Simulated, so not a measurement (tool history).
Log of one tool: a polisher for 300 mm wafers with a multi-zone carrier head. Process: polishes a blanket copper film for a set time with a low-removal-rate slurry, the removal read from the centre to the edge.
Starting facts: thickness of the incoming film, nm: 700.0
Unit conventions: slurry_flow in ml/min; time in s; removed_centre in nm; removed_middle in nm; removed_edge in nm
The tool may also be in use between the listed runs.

run  hour  slurry_flow  centre_zone  middle_zone  edge_zone  slurry_solids  time  removed_centre  removed_middle  removed_edge
  1   0.0          150         1.00         1.00       1.00           1.00    50         147.900          146.73        148.26
  2   4.8          150         1.00         1.00       1.03           1.00    50         148.270          147.71        149.04
  3  12.4          145         0.97         1.00       1.01           0.90    49         137.240          142.27        140.33
  4  13.3          145         0.97         1.00       1.05           0.90    49         135.970          142.95        144.19
  5  16.9          135         0.94         0.98       1.02           0.80    48         125.770          131.78        135.02
  6  24.0          130         0.92         0.98       1.00           0.75    48         122.790          129.31        132.26

What will run 7 give?
  7  26.0          105         0.82         0.99       0.93           0.50    44               ?               ?             ?

{"run 7": {"removed_centre": 86.991, "removed_middle": 107.02, "removed_edge": 105.99}}
